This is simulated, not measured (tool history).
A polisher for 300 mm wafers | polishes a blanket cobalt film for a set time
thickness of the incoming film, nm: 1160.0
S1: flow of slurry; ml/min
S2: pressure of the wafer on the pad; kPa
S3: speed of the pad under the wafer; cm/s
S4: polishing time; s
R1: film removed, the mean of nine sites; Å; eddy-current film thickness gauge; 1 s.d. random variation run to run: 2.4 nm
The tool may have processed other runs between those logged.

run,hour,S1,S2,S3,S4,R1
1,0,180,14.5,122,43,3063.7
2,8.7,180,14.5,122,39,2743.2
3,15.5,180,14.5,142,39,3178.2
4,22.3,180,14.5,142,39,3215.4
5,24.5,180,14.5,116,39,2648.8
6,27.2,210,14.5,116,39,2673.7
7,34.4,215,18.6,118,39,3281.5

Run 8 is up next; what results do you expect?
8,41.1,215,19.3,118,39,?

{"run 8": {"R1": 3427.1}}

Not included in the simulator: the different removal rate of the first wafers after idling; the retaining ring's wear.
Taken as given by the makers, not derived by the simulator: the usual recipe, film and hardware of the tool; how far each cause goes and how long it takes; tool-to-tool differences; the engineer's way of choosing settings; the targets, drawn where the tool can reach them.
